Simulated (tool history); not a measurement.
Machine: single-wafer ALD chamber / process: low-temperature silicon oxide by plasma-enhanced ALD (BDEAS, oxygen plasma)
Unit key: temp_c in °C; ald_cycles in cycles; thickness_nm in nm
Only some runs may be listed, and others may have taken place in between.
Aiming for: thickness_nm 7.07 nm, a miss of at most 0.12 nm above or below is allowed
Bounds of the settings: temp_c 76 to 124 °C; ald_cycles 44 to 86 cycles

Run 1, hour 0: temp_c 100 °C, ald_cycles 65 cycles. Result: thickness_nm 10.004 nm.
Run 2, hour 1.3: temp_c 93 °C, ald_cycles 65 cycles. Result: thickness_nm 10.229 nm.
Run 3, hour 2.9: temp_c 87 °C, ald_cycles 65 cycles. Result: thickness_nm 10.427 nm.
Run 4, hour 8.4: temp_c 94 °C, ald_cycles 59 cycles. Result: thickness_nm 9.2132 nm.
Run 5, hour 17.1: temp_c 94 °C, ald_cycles 54 cycles. Result: thickness_nm 8.4264 nm.
Run 6, hour 25.7: temp_c 99 °C, ald_cycles 52 cycles. Result: thickness_nm 8.0372 nm.
Run 7, hour 30.4: temp_c 103 °C, ald_cycles 51 cycles. Result: thickness_nm 7.7711 nm.
Run 8, hour 33.8: temp_c 107 °C, ald_cycles 50 cycles. Result: thickness_nm 7.5915 nm.
Run 9, hour 37.9: temp_c 110 °C, ald_cycles 49 cycles. Result: thickness_nm 7.4157 nm.
Run 10, hour 40.9: temp_c 112 °C, ald_cycles 48 cycles. Result: thickness_nm 7.2451 nm.

Pick the move, out of 5, that brings all results within their allowed miss; only one does.
Run A, hour 43.9: temp_c 116 °C, ald_cycles 49 cycles. Result: thickness_nm ?.
Run B, hour 43.9: temp_c 112 °C, ald_cycles 45 cycles. Result: thickness_nm ?.
Run C, hour 43.9: temp_c 119 °C, ald_cycles 45 cycles. Result: thickness_nm ?.
Run D, hour 43.9: temp_c 115 °C, ald_cycles 47 cycles. Result: thickness_nm ?.
Run E, hour 43.9: temp_c 104 °C, ald_cycles 45 cycles. Result: thickness_nm ?.

move  thickness_nm
   A        7.3791
   B        6.8209
   C        6.7436
   D        7.0895
   E        6.9093
A: the biggest miss grows against the last run
B: takes the result that was furthest off past its target
C: takes the result that was furthest off past its target
D: all results in spec
E: takes the result that was furthest off past its target
The move that meets every target is D.

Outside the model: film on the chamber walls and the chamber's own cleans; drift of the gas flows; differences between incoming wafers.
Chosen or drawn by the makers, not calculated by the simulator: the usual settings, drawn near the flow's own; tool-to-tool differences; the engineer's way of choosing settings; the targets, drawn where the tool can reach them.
